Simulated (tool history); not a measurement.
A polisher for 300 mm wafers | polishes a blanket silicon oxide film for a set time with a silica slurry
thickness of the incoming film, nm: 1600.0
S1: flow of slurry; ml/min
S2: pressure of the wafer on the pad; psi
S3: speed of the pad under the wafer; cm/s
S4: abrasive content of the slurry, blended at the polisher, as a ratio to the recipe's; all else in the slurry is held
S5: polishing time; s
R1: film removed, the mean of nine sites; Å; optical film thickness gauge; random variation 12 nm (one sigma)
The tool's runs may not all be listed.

run,hour,S1,S2,S3,S4,S5,R1
1,0.0,150,4.0,132,1.0,121,4781.1
2,8.4,150,4.0,106,1.0,121,4204.6
3,16.0,150,4.3,110,1.0,121,4487.0
4,19.5,150,4.6,116,1.0,121,5082.8
5,21.6,150,4.2,116,1.0,121,4615.7
6,27.2,150,4.5,120,1.0,121,5135.5
7,31.7,155,5.6,134,1.0,121,6553.9
8,34.2,155,5.7,138,1.0,121,7017.3
9,36.2,155,5.8,140,1.0,121,7274.4
10,40.6,155,5.9,142,1.0,121,7178.0
11,44.8,155,5.9,146,1.0,121,7527.8
12,51.7,155,5.9,148,1.0,121,7482.7
13,59.3,155,5.9,150,1.0,121,7502.1

Forecast run 14:
14,60.4,155,5.9,152,1.0,121,?

Run 14 gave R1 7483.7 Å.
